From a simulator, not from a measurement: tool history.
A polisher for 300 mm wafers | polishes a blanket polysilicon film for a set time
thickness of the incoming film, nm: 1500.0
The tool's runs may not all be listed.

run	hour	flow of slurry (ml/min)	pressure of the wafer on the pad (psi)	speed of the pad under the wafer (cm/s)	polishing time (s)	film removed (nm)
1	0.0	280	2.7	98	35	230.30
2	3.1	220	2.7	98	35	222.75
3	5.5	220	2.3	96	35	188.49
4	11.7	220	2.0	94	35	164.92
5	14.3	220	1.8	92	35	147.33
6	20.0	220	1.7	92	35	139.45
7	21.6	220	1.6	92	35	134.76

Run 8 comes next. What will it give?
8	26.8	220	1.5	92	35	?

{"run 8": {"film removed (nm)": 127.77}}

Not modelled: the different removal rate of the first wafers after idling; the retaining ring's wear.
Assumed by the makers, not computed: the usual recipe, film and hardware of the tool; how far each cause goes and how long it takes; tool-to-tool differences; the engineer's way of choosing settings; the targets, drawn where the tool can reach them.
